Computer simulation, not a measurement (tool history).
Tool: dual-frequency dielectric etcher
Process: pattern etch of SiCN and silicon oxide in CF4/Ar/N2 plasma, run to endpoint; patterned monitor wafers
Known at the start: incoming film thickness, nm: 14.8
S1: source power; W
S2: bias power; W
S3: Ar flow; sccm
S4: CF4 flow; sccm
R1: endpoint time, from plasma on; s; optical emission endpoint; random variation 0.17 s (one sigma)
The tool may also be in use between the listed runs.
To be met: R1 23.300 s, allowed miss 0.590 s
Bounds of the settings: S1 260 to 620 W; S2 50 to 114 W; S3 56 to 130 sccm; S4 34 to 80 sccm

run 1 hour=0.0 | S1=440 S2=82 S3=93 S4=57 | R1=20.309
run 2 hour=2.7 | S1=440 S2=82 S3=104 S4=57 | R1=20.589
run 3 hour=5.8 | S1=490 S2=82 S3=104 S4=57 | R1=19.042
run 4 hour=11.0 | S1=460 S2=81 S3=104 S4=57 | R1=20.197
run 5 hour=12.4 | S1=440 S2=81 S3=104 S4=57 | R1=20.465
run 6 hour=14.1 | S1=440 S2=81 S3=104 S4=65 | R1=20.117
run 7 hour=22.1 | S1=420 S2=80 S3=104 S4=65 | R1=20.830
run 8 hour=27.7 | S1=400 S2=80 S3=104 S4=65 | R1=21.565

5 next moves are on the table. One of them brings every result within its allowed miss. Which?
run A hour=33.3 | S1=400 S2=73 S3=99 S4=59 | R1=?
run B hour=33.3 | S1=360 S2=78 S3=61 S4=58 | R1=?
run C hour=33.3 | S1=370 S2=80 S3=114 S4=68 | R1=?
run D hour=33.3 | S1=350 S2=83 S3=111 S4=60 | R1=?
run E hour=33.3 | S1=390 S2=73 S3=101 S4=65 | R1=?

move=A R1=22.033
move=B R1=21.770
move=C R1=22.302
move=D R1=23.147
move=E R1=22.046
A: nearer than the last run, and not there yet
B: nearer than the last run, and not there yet
C: nearer than the last run, and not there yet
D: meets every target
E: nearer than the last run, and not there yet
Move D is the one to make.
